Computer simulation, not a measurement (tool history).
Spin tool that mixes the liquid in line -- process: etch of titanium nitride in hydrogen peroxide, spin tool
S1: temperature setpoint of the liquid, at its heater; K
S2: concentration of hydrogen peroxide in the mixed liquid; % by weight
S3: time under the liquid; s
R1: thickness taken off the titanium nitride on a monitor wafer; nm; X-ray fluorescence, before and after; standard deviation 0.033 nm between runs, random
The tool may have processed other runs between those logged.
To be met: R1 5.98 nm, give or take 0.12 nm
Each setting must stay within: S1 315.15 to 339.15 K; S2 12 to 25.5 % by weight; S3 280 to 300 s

{"run": 1, "day": 0.0, "S1": 331.15, "S2": 17.5, "S3": 280, "R1": 12.803}
{"run": 2, "day": 0.304, "S1": 331.15, "S2": 17.5, "S3": 300, "R1": 13.766}
{"run": 3, "day": 0.679, "S1": 331.15, "S2": 17.5, "S3": 300, "R1": 13.591}
{"run": 4, "day": 0.892, "S1": 334.15, "S2": 17.5, "S3": 300, "R1": 16.718}
{"run": 5, "day": 0.921, "S1": 330.65, "S2": 17.5, "S3": 300, "R1": 13.198}
{"run": 6, "day": 1.154, "S1": 328.15, "S2": 17.5, "S3": 300, "R1": 11.16}
{"run": 7, "day": 1.462, "S1": 326.15, "S2": 17.5, "S3": 300, "R1": 9.5993}
{"run": 8, "day": 1.608, "S1": 324.65, "S2": 17.5, "S3": 300, "R1": 8.6724}
{"run": 9, "day": 1.888, "S1": 323.65, "S2": 17.5, "S3": 300, "R1": 8.1026}
{"run": 10, "day": 2.083, "S1": 322.65, "S2": 17.5, "S3": 300, "R1": 7.5461}
{"run": 11, "day": 2.212, "S1": 321.65, "S2": 17.5, "S3": 300, "R1": 6.9987}
{"run": 12, "day": 2.242, "S1": 321.15, "S2": 17.5, "S3": 300, "R1": 6.7143}
{"run": 13, "day": 2.579, "S1": 320.65, "S2": 17.5, "S3": 300, "R1": 6.517}
{"run": 14, "day": 2.629, "S1": 320.15, "S2": 17.5, "S3": 300, "R1": 6.2388}

Consider the 5 candidate settings below. Which is the only one whose results all fall within their allowed miss of target?
{"run": "A", "day": 2.679, "S1": 320.15, "S2": 20.5, "S3": 300, "R1": "?"}
{"run": "B", "day": 2.679, "S1": 319.65, "S2": 19.5, "S3": 280, "R1": "?"}
{"run": "C", "day": 2.679, "S1": 320.15, "S2": 16.5, "S3": 290, "R1": "?"}
{"run": "D", "day": 2.679, "S1": 320.15, "S2": 24.5, "S3": 280, "R1": "?"}
{"run": "E", "day": 2.679, "S1": 321.15, "S2": 18.5, "S3": 280, "R1": "?"}

move=A R1=6.3854
move=B R1=5.6828
move=C R1=5.8936
move=D R1=6.1938
move=E R1=6.2741
A: its largest miss is bigger than the last run's
B: takes the result that was furthest off past its target
C: all results land within tolerance of their targets
D: gains on the last run, yet a result remains outside its allowed miss
E: its largest miss is bigger than the last run's
Move C is the one to make.
